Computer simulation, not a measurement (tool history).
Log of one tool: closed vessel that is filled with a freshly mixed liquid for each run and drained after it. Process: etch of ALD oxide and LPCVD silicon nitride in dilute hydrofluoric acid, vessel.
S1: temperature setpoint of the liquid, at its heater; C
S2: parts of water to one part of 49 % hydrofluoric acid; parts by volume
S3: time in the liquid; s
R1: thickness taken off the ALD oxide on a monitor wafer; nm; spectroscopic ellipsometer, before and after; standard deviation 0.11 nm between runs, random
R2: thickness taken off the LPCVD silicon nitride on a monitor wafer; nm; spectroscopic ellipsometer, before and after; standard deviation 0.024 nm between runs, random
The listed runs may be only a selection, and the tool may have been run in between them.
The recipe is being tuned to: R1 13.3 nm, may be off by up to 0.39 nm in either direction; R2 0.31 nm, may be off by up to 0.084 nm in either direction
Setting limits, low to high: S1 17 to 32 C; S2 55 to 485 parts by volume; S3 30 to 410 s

{"run": 1, "hour": 0.0, "S1": 24, "S2": 270, "S3": 210, "R1": 20.042, "R2": 0.42479}
{"run": 2, "hour": 8.5, "S1": 23, "S2": 280, "S3": 210, "R1": 18.303, "R2": 0.40581}
{"run": 3, "hour": 17.1, "S1": 22, "S2": 285, "S3": 210, "R1": 17.241, "R2": 0.40015}
{"run": 4, "hour": 24.3, "S1": 22, "S2": 235, "S3": 210, "R1": 22.056, "R2": 0.48493}
{"run": 5, "hour": 33.0, "S1": 20, "S2": 235, "S3": 210, "R1": 20.443, "R2": 0.45291}
{"run": 6, "hour": 37.7, "S1": 20, "S2": 170, "S3": 210, "R1": 30.145, "R2": 0.55073}
{"run": 7, "hour": 45.6, "S1": 19.5, "S2": 195, "S3": 210, "R1": 25.186, "R2": 0.57509}
{"run": 8, "hour": 52.9, "S1": 18.5, "S2": 300, "S3": 175, "R1": 11.933, "R2": 0.26176}
{"run": 9, "hour": 56.5, "S1": 19, "S2": 300, "S3": 175, "R1": 11.933, "R2": 0.27014}
{"run": 10, "hour": 63.7, "S1": 19.5, "S2": 300, "S3": 175, "R1": 12.269, "R2": 0.25459}

Next run, 5 choices. One meets every target within its allowed miss, the rest don't. Which?
{"run": "A", "hour": 70.9, "S1": 19, "S2": 450, "S3": 280, "R1": "?", "R2": "?"}
{"run": "B", "hour": 70.9, "S1": 17, "S2": 425, "S3": 325, "R1": "?", "R2": "?"}
{"run": "C", "hour": 70.9, "S1": 17, "S2": 205, "S3": 105, "R1": "?", "R2": "?"}
{"run": "D", "hour": 70.9, "S1": 20, "S2": 220, "S3": 110, "R1": "?", "R2": "?"}
{"run": "E", "hour": 70.9, "S1": 17, "S2": 365, "S3": 220, "R1": "?", "R2": "?"}

move=A R1=11.468 R2=0.28538
move=B R1=13.396 R2=0.30866
move=C R1=10.768 R2=0.19928
move=D R1=11.651 R2=0.23792
move=E R1=11.064 R2=0.24119
A: moves away from the targets compared with the last run
B: all results in spec
C: moves away from the targets compared with the last run
D: moves away from the targets compared with the last run
E: moves away from the targets compared with the last run
Answer: B
